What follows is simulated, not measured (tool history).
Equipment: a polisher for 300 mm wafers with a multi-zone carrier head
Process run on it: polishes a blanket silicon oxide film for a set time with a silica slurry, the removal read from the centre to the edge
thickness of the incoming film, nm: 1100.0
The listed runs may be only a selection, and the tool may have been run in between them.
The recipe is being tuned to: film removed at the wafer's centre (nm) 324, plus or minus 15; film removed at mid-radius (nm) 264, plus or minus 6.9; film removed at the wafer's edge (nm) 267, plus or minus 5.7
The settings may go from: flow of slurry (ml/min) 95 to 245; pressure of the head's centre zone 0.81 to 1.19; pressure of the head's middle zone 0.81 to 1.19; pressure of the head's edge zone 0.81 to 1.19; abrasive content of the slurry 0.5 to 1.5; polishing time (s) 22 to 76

run,day,flow of slurry (ml/min),pressure of the head's centre zone,pressure of the head's middle zone,pressure of the head's edge zone,abrasive content of the slurry,polishing time (s),film removed at the wafer's centre (nm),film removed at mid-radius (nm),film removed at the wafer's edge (nm)
1,0,155,1,1,1,1,49,203.26,185.42,183.45
2,0.033,170,1.04,1.02,1.05,1.15,49,228.1,202.74,203.92
3,0.104,185,1.08,1.04,1.08,1.25,49,242.58,220.68,215.94
4,0.204,185,1.08,1.04,1.12,1.25,49,243.42,220.05,219.63
5,0.362,195,1.12,1.03,1.12,1.35,50,263.87,233.23,231.55
6,0.567,195,1.12,1.03,1.12,1.35,40,215.79,186.7,185.97
7,0.592,200,1.14,1.02,1.12,1.4,45,236.99,208.19,211.97
8,0.779,180,1.16,1.03,1.12,1.4,49,258.19,223.82,230.99
# day 0.833: centre zone pressure recalibrated
9,0.833,200,1.17,1.01,1.1,1.45,51,279.5,241.56,242.95
10,1.075,215,1.18,0.98,1.09,1.45,52,282.38,240.14,246.76
11,1.312,215,1.18,0.97,1.07,1.45,53,290.87,243.4,252.17
12,1.671,220,1.18,0.96,1.04,1.45,54,297.76,244.37,251.33

Exercise: of the 4 proposed moves below, exactly one satisfies all targets within the stated allowed misses. Which move is it?
A,2.029,245,1.1,1.14,0.96,1.35,53,?,?,?
B,2.029,195,1.19,0.89,0.98,1.3,55,?,?,?
C,2.029,245,1.19,0.97,1.01,1.45,57,?,?,?
D,2.029,210,0.92,0.81,1.19,1.5,56,?,?,?

move,film removed at the wafer's centre (nm),film removed at mid-radius (nm),film removed at the wafer's edge (nm)
A,273.35,273.74,233.54
B,285.92,220.08,236.48
C,319.82,263.37,264.85
D,257.18,221.27,282.44
A: takes the biggest miss from the last run beyond its target
B: moves away from the targets compared with the last run
C: every result lands within tolerance
D: moves away from the targets compared with the last run
Answer: C

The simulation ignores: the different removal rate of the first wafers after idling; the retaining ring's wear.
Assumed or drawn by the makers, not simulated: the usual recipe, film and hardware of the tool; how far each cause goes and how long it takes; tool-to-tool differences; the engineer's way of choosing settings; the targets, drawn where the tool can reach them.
